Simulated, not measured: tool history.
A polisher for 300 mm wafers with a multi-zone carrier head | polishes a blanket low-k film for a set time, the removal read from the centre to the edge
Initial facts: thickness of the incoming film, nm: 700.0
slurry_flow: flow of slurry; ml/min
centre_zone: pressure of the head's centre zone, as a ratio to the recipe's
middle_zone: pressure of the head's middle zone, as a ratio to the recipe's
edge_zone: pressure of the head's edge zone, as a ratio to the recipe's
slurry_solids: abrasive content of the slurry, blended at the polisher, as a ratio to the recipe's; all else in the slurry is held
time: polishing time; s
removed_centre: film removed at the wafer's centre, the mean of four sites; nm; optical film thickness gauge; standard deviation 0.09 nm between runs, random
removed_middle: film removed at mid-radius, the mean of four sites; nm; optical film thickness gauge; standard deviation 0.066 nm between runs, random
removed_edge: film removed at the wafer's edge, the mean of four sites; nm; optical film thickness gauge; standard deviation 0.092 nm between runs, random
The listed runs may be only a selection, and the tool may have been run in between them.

Run 1, hour 0.0: slurry_flow 130 ml/min, centre_zone 1.00, middle_zone 1.00, edge_zone 1.00, slurry_solids 1.00, time 54 s. Result: removed_centre 15.5130 nm, removed_middle 15.221 nm, removed_edge 16.2890 nm.
Run 2, hour 5.3: slurry_flow 130 ml/min, centre_zone 1.00, middle_zone 1.01, edge_zone 0.98, slurry_solids 0.95, time 52 s. Result: removed_centre 14.5010 nm, removed_middle 14.354 nm, removed_edge 15.3400 nm.
Run 3, hour 8.0: slurry_flow 130 ml/min, centre_zone 1.00, middle_zone 1.01, edge_zone 0.98, slurry_solids 1.10, time 52 s. Result: removed_centre 15.7800 nm, removed_middle 15.697 nm, removed_edge 16.3700 nm.
Run 4, hour 9.4: slurry_flow 130 ml/min, centre_zone 1.00, middle_zone 1.01, edge_zone 0.98, slurry_solids 0.95, time 52 s. Result: removed_centre 14.3630 nm, removed_middle 14.475 nm, removed_edge 15.0910 nm.
Run 5, hour 11.5: slurry_flow 130 ml/min, centre_zone 1.00, middle_zone 1.01, edge_zone 0.98, slurry_solids 1.15, time 52 s. Result: removed_centre 16.1450 nm, removed_middle 15.759 nm, removed_edge 16.4560 nm.
Run 6, hour 19.8: slurry_flow 130 ml/min, centre_zone 1.00, middle_zone 1.01, edge_zone 0.98, slurry_solids 1.30, time 52 s. Result: removed_centre 16.9040 nm, removed_middle 16.804 nm, removed_edge 17.3620 nm.
Run 7, hour 23.5: slurry_flow 130 ml/min, centre_zone 0.98, middle_zone 1.10, edge_zone 0.88, slurry_solids 1.05, time 37 s. Result: removed_centre 10.7330 nm, removed_middle 11.662 nm, removed_edge 10.6090 nm.
Run 8, hour 29.9: slurry_flow 125 ml/min, centre_zone 0.99, middle_zone 1.10, edge_zone 0.87, slurry_solids 1.00, time 37 s. Result: removed_centre 10.3820 nm, removed_middle 11.362 nm, removed_edge 10.3680 nm.
Run 9, hour 34.3: slurry_flow 125 ml/min, centre_zone 1.00, middle_zone 1.10, edge_zone 0.86, slurry_solids 0.95, time 37 s. Result: removed_centre 10.1500 nm, removed_middle 11.090 nm, removed_edge 9.9880 nm.
Run 10, hour 36.7: slurry_flow 120 ml/min, centre_zone 1.01, middle_zone 1.09, edge_zone 0.85, slurry_solids 0.90, time 37 s. Result: removed_centre 9.8475 nm, removed_middle 10.494 nm, removed_edge 9.4465 nm.
Run 11, hour 43.7: slurry_flow 120 ml/min, centre_zone 1.01, middle_zone 1.09, edge_zone 0.85, slurry_solids 0.90, time 37 s. Result: removed_centre 9.9954 nm, removed_middle 10.398 nm, removed_edge 9.5319 nm.
Run 12, hour 49.3: slurry_flow 115 ml/min, centre_zone 1.01, middle_zone 1.09, edge_zone 0.84, slurry_solids 0.90, time 37 s. Result: removed_centre 9.6923 nm, removed_middle 10.227 nm, removed_edge 9.5576 nm.

Run 13 is up next; what results do you expect?
Run 13, hour 57.9: slurry_flow 115 ml/min, centre_zone 1.02, middle_zone 1.09, edge_zone 0.84, slurry_solids 0.90, time 37 s. Result: removed_centre ?, removed_middle ?, removed_edge ?.

removed_centre: 9.8544 nm
removed_middle: 10.319 nm
removed_edge: 9.6094 nm

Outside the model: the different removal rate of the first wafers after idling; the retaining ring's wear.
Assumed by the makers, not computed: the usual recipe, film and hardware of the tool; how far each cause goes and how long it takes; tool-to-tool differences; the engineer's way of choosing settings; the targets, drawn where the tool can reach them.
